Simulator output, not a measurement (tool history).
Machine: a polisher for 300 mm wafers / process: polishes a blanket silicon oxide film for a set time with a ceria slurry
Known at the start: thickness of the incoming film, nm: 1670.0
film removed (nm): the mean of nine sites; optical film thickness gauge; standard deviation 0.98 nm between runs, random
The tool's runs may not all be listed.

run  hour  flow of slurry (ml/min)  pressure of the wafer on the pad (kPa)  speed of the pad under the wafer (m/s)  polishing time (s)  film removed (nm)
  1   0.0                      265                                    20.0                                    0.96                  22             86.118
  2   5.8                      265                                    20.7                                    0.96                  22             88.950
  3   6.3                      320                                    20.7                                    0.96                  22             92.252
  4   9.0                      320                                    25.5                                    0.96                  22            112.550
  5   9.9                      325                                    26.2                                    0.96                  22            114.300
  6  16.3                      325                                    28.3                                    0.96                  22            124.350
  7  22.2                      325                                    28.3                                    0.96                  22            123.540

Estimate the outcome of run 8 from the log above:
  8  26.6                      330                                    28.3                                    0.96                  22                  ?

film removed (nm): 123.040
